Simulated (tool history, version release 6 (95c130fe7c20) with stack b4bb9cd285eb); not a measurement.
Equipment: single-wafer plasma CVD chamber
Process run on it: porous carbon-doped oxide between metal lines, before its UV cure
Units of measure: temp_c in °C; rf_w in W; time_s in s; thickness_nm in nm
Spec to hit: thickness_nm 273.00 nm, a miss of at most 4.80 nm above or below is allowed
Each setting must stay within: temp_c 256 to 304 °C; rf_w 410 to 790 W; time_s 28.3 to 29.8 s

run	hour	temp_c	rf_w	time_s	thickness_nm
1	0.0	280	600	29.8	204.92
2	7.3	280	600	29.8	204.59
3	13.2	280	640	29.8	213.74
4	19.6	288	640	29.8	204.96
5	27.3	288	640	29.8	203.87
6	35.3	278	680	29.8	227.45
7	43.4	271	700	29.8	244.86
8	45.4	266	705	29.8	255.38
9	49.7	263	705	29.8	259.49

Which single option among these 5 for the next run brings every result within its allowed miss of target? Just one does.
A	54.0	260	770	28.8	?
B	54.0	257	760	29.6	?
C	54.0	263	700	28.6	?
D	54.0	257	665	28.3	?
E	54.0	260	680	28.3	?

move	thickness_nm
A	274.28
B	285.04
C	248.51
D	247.03
E	245.87
A: every result lands within tolerance
B: moves the result that the last run missed by most past its target, out the other side
C: the biggest miss grows against the last run
D: the biggest miss grows against the last run
E: the biggest miss grows against the last run
A meets every target.
